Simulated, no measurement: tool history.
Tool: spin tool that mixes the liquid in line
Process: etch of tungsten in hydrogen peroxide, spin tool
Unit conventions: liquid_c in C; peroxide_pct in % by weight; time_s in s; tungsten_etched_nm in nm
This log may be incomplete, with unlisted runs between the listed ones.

run,hour,liquid_c,peroxide_pct,time_s,tungsten_etched_nm
1,0,55,20,15,43.629
2,6.5,56,20,15,46.124
3,14.9,56.5,20,15,47.507
4,20.9,61,20,15,61.294
5,24.6,61,20,15,62.095
6,27.4,61,23.5,15,66.489
7,28.8,60,23.5,15,63.505

Predict the results of run 8:
8,32.2,56.5,23.5,15,?

tungsten_etched_nm: 51.234 nm
